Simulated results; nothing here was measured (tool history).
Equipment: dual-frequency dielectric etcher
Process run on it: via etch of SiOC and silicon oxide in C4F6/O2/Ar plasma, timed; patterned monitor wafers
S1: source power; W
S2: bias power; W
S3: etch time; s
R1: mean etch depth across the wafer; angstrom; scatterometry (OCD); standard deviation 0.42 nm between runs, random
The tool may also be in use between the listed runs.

Run 1, hour 0: S1 330 W, S2 169 W, S3 61.5 s. Result: R1 649.99 angstrom.
Run 2, hour 5.5: S1 340 W, S2 171 W, S3 61.5 s. Result: R1 658.13 angstrom.
Run 3, hour 12.6: S1 280 W, S2 171 W, S3 61.5 s. Result: R1 614.37 angstrom.
Run 4, hour 13.2: S1 310 W, S2 171 W, S3 61.5 s. Result: R1 635.28 angstrom.
Run 5, hour 18.8: S1 310 W, S2 171 W, S3 64.5 s. Result: R1 664.37 angstrom.
Run 6, hour 19.8: S1 320 W, S2 172 W, S3 64.5 s. Result: R1 668.39 angstrom.

Forecast run 7:
Run 7, hour 26.9: S1 330 W, S2 173 W, S3 64.5 s. Result: R1 ?.

R1: 679.08 angstrom
